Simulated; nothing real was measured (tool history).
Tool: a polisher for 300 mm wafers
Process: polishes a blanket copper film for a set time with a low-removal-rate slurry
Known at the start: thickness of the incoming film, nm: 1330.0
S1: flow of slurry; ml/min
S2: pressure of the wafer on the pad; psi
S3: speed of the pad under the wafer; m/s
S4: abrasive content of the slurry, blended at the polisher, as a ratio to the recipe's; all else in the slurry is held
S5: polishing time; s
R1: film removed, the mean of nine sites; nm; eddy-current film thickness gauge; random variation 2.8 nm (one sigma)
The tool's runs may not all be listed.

Run 1, hour 0.0: S1 300 ml/min, S2 3.3 psi, S3 1.04 m/s, S4 1.0, S5 46 s. Result: R1 162.72 nm.
Run 2, hour 5.9: S1 330 ml/min, S2 3.3 psi, S3 1.04 m/s, S4 1.0, S5 46 s. Result: R1 169.30 nm.
Run 3, hour 11.1: S1 350 ml/min, S2 3.5 psi, S3 1.04 m/s, S4 1.0, S5 46 s. Result: R1 178.89 nm.
Run 4, hour 13.4: S1 355 ml/min, S2 3.7 psi, S3 1.04 m/s, S4 1.0, S5 46 s. Result: R1 183.64 nm.
Run 5, hour 21.6: S1 355 ml/min, S2 4.0 psi, S3 1.04 m/s, S4 1.0, S5 46 s. Result: R1 191.47 nm.
Run 6, hour 25.8: S1 355 ml/min, S2 4.0 psi, S3 1.04 m/s, S4 1.0, S5 46 s. Result: R1 191.80 nm.
Run 7, hour 28.3: S1 360 ml/min, S2 4.3 psi, S3 1.04 m/s, S4 1.0, S5 46 s. Result: R1 198.80 nm.
Run 8, hour 34.6: S1 365 ml/min, S2 4.5 psi, S3 1.04 m/s, S4 1.0, S5 46 s. Result: R1 210.24 nm.

The next listed run, before its measurement:
Run 9, hour 38.7: S1 365 ml/min, S2 4.8 psi, S3 1.04 m/s, S4 1.0, S5 46 s. Result: R1 ?.

R1: 218.08 nm

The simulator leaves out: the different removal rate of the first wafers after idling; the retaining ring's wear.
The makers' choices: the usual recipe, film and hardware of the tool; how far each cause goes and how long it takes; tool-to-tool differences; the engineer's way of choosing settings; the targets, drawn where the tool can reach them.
